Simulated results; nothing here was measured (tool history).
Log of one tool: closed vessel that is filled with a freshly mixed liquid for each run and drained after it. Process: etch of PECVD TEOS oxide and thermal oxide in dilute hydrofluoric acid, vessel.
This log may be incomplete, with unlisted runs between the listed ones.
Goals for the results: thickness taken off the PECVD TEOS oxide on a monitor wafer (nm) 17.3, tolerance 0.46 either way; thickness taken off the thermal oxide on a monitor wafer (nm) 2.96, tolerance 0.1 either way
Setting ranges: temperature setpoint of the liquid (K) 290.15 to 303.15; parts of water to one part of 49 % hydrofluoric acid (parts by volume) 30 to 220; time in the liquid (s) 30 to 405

run	day	temperature setpoint of the liquid (K)	parts of water to one part of 49 % hydrofluoric acid (parts by volume)	time in the liquid (s)	thickness taken off the PECVD TEOS oxide on a monitor wafer (nm)	thickness taken off the thermal oxide on a monitor wafer (nm)
1	0	295.15	125	205	39.715	6.7302
2	0.162	295.15	145	205	33.398	5.7534
3	0.504	293.65	160	205	28.021	4.7772
4	0.775	291.15	160	205	25.35	4.2902
5	1	291.15	160	255	31.992	5.3515
6	1.146	290.15	160	255	30.541	5.2091
7	1.479	290.15	180	250	25.777	4.4382
8	1.754	290.15	190	240	22.958	3.8911
9	1.821	290.15	200	235	21.492	3.7196
10	1.871	290.15	205	225	19.878	3.4375
11	2.017	290.15	220	220	17.831	3.092

Which of these 4 next moves meets every target?
A	2.162	290.15	215	190	?	?
B	2.162	290.15	125	105	?	?
C	2.162	290.15	170	145	?	?
D	2.162	290.15	205	195	?	?

move	thickness taken off the PECVD TEOS oxide on a monitor wafer (nm)	thickness taken off the thermal oxide on a monitor wafer (nm)
A	16.229	2.7368
B	16.8	2.8332
C	16.328	2.7536
D	17.628	2.9727
A: takes the result that was furthest off past its target
B: takes the result that was furthest off past its target
C: takes the result that was furthest off past its target
D: each result inside its tolerance
D meets every target.
